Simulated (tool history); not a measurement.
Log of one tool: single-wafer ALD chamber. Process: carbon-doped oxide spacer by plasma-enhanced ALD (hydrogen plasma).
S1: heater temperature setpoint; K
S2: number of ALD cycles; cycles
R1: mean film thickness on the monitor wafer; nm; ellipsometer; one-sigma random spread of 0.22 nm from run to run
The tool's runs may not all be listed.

run	hour	S1	S2	R1
1	0	658.15	658	32.135
2	8.6	663.15	658	32.416
3	12.8	663.15	688	33.822
4	13.9	663.15	712	34.613
5	22.3	663.15	659	31.954
6	30.2	663.15	690	33.451
7	34.3	663.15	719	35.261
8	40.5	663.15	736	36.104
9	46	663.15	749	36.796
10	49.8	663.15	759	36.995
11	52.2	663.15	769	37.436

For run 12, what comes out?
12	57	663.15	777	?

Run 12 yielded R1 38.216 nm.
